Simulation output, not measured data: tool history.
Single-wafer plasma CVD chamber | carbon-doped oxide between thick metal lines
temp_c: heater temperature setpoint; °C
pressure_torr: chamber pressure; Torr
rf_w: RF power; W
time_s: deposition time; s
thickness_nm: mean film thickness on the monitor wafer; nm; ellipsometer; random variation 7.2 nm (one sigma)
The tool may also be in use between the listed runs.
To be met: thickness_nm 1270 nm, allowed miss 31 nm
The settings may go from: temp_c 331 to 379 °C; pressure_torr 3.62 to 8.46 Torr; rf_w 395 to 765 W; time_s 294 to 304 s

{"run": 1, "hour": 0.0, "temp_c": 355, "pressure_torr": 6.04, "rf_w": 580, "time_s": 294, "thickness_nm": 1658.5}
{"run": 2, "hour": 3.9, "temp_c": 358, "pressure_torr": 5.79, "rf_w": 550, "time_s": 294, "thickness_nm": 1537.8}
{"run": 3, "hour": 8.3, "temp_c": 358, "pressure_torr": 6.82, "rf_w": 550, "time_s": 294, "thickness_nm": 1582.1}
{"run": 4, "hour": 13.2, "temp_c": 360, "pressure_torr": 6.68, "rf_w": 530, "time_s": 294, "thickness_nm": 1519.2}
{"run": 5, "hour": 21.6, "temp_c": 362, "pressure_torr": 6.55, "rf_w": 515, "time_s": 294, "thickness_nm": 1460.9}
{"run": 6, "hour": 27.0, "temp_c": 364, "pressure_torr": 6.42, "rf_w": 510, "time_s": 294, "thickness_nm": 1441.4}
{"run": 7, "hour": 34.6, "temp_c": 370, "pressure_torr": 5.66, "rf_w": 415, "time_s": 294, "thickness_nm": 1074.9}
{"run": 8, "hour": 43.5, "temp_c": 367, "pressure_torr": 5.79, "rf_w": 415, "time_s": 294, "thickness_nm": 1094.4}
{"run": 9, "hour": 52.0, "temp_c": 364, "pressure_torr": 6.01, "rf_w": 415, "time_s": 294, "thickness_nm": 1091.2}
{"run": 10, "hour": 58.0, "temp_c": 364, "pressure_torr": 6.23, "rf_w": 420, "time_s": 294, "thickness_nm": 1126.9}
{"run": 11, "hour": 62.2, "temp_c": 364, "pressure_torr": 6.48, "rf_w": 425, "time_s": 294, "thickness_nm": 1150.3}
{"run": 12, "hour": 69.2, "temp_c": 359, "pressure_torr": 7.69, "rf_w": 470, "time_s": 295, "thickness_nm": 1341.5}
{"run": 13, "hour": 75.3, "temp_c": 359, "pressure_torr": 7.62, "rf_w": 465, "time_s": 295, "thickness_nm": 1320.9}
{"run": 14, "hour": 83.3, "temp_c": 362, "pressure_torr": 7.12, "rf_w": 440, "time_s": 294, "thickness_nm": 1218}
{"run": 15, "hour": 88.8, "temp_c": 362, "pressure_torr": 7.19, "rf_w": 440, "time_s": 294, "thickness_nm": 1211.5}

Which of these 5 next moves meets every target?
{"run": "A", "hour": 94.3, "temp_c": 367, "pressure_torr": 7.52, "rf_w": 430, "time_s": 297, "thickness_nm": "?"}
{"run": "B", "hour": 94.3, "temp_c": 363, "pressure_torr": 7.63, "rf_w": 420, "time_s": 301, "thickness_nm": "?"}
{"run": "C", "hour": 94.3, "temp_c": 361, "pressure_torr": 7.63, "rf_w": 420, "time_s": 294, "thickness_nm": "?"}
{"run": "D", "hour": 94.3, "temp_c": 356, "pressure_torr": 8.19, "rf_w": 445, "time_s": 295, "thickness_nm": "?"}
{"run": "E", "hour": 94.3, "temp_c": 352, "pressure_torr": 8.33, "rf_w": 400, "time_s": 299, "thickness_nm": "?"}

move=A thickness_nm=1185.9
move=B thickness_nm=1174
move=C thickness_nm=1151.5
move=D thickness_nm=1272.3
move=E thickness_nm=1120.8
A: further off than the last run
B: further off than the last run
C: further off than the last run
D: meets every target
E: further off than the last run
The right move is D.
